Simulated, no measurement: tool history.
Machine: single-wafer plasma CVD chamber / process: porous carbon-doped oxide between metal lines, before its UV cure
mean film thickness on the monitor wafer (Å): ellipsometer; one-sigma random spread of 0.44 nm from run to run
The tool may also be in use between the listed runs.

run,hour,heater temperature setpoint (K),RF power (kW),deposition time (s),mean film thickness on the monitor wafer (Å)
1,0,563.15,0.535,17.7,989.28
2,5.5,570.15,0.535,17.7,947.48
3,8.5,570.15,0.46,17.7,833.5
4,11.1,570.15,0.41,17.7,755.39
5,15,570.15,0.41,18.3,782
6,16.6,570.15,0.41,17.7,756.82
# hour 20.2: RF generator calibrated
7,20.2,564.15,0.455,17.8,921.67
8,21.7,560.15,0.455,17.8,946.48
9,28.2,556.15,0.46,17.8,978.33
10,31.6,544.15,0.545,18.1,1215
11,36.3,545.15,0.545,18.1,1215.7

Expected results for the next run?
12,43.1,546.15,0.545,18.1,?

Run 12 gave mean film thickness on the monitor wafer (Å) 1214.

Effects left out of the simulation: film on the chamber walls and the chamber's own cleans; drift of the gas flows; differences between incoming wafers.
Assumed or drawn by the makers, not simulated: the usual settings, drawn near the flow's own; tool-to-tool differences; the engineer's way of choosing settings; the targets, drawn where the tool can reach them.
